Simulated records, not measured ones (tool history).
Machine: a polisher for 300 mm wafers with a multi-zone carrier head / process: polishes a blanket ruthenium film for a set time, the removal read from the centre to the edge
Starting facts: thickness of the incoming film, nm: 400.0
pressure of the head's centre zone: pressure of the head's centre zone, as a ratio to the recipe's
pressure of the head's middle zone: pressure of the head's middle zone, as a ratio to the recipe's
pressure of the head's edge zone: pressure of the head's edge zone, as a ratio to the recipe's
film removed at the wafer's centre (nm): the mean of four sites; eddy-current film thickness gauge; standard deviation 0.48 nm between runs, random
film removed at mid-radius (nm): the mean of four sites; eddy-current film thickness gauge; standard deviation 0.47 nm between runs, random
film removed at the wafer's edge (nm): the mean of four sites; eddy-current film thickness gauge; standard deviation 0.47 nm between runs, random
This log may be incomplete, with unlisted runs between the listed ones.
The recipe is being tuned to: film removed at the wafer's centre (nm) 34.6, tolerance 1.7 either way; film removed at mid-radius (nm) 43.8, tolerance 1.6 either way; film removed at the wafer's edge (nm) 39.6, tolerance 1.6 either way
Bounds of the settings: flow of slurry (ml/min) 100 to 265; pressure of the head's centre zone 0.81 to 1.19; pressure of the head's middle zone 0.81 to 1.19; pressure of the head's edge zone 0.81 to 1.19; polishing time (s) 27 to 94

run	day	flow of slurry (ml/min)	pressure of the head's centre zone	pressure of the head's middle zone	pressure of the head's edge zone	polishing time (s)	film removed at the wafer's centre (nm)	film removed at mid-radius (nm)	film removed at the wafer's edge (nm)
1	0	170	1	1	1	60	67.496	69.778	67.156
2	0.167	170	1	1	1	54	59.145	62.863	63.008
3	0.454	170	1.07	1	1	54	63.257	62.812	62.154
4	0.612	165	1.05	1.01	0.98	51	60.121	58.471	57.13
5	0.696	165	1.05	1.01	0.98	58	68.339	65.856	66.401
6	1.046	165	1.03	1.01	0.98	54	63.022	61.944	62.262
7	1.1	175	1.04	1	1.01	50	59.095	57.294	57.875
8	1.354	170	1.01	1.02	1	47	53.954	54.436	53.72
9	1.725	170	0.98	1.04	1.01	45	50.153	54.292	53.26
10	1.862	170	0.96	1.05	1	43	46.738	51.701	49.732
11	2.158	170	0.94	1.05	0.99	42	43.986	49.985	48.846
12	2.333	170	0.93	1.06	0.97	41	42.794	48.895	45.266
13	2.433	165	0.91	1.06	0.96	41	42.806	49.049	46.196
14	2.758	165	0.9	1.06	0.96	40	40.209	47.753	44.92
15	3.096	165	0.89	1.06	0.95	40	39.605	47.588	44.724
16	3.321	165	0.88	1.06	0.94	40	38.931	48.508	45.433
17	3.688	135	0.89	1.07	0.86	33	32.162	37.843	34.849

Which single option among these 5 for the next run brings every result within its allowed miss of target? Just one does.
A	4.054	125	0.86	1.08	0.87	38	?	?	?
B	4.054	100	0.84	0.87	1	41	?	?	?
C	4.054	100	0.89	1	0.92	32	?	?	?
D	4.054	175	1	1.19	0.81	32	?	?	?
E	4.054	105	0.94	0.89	0.95	41	?	?	?

move	film removed at the wafer's centre (nm)	film removed at mid-radius (nm)	film removed at the wafer's edge (nm)
A	34.517	42.797	39.627
B	34.494	38.334	44.228
C	28.56	32.709	33.171
D	36.091	40.735	33.666
E	39.109	39.278	43.489
A: each result inside its tolerance
B: better than the last run, though not everything is in spec
C: misses by more than the last run did
D: about the same distance from the targets as the last run
E: better than the last run, though not everything is in spec
A meets every target.

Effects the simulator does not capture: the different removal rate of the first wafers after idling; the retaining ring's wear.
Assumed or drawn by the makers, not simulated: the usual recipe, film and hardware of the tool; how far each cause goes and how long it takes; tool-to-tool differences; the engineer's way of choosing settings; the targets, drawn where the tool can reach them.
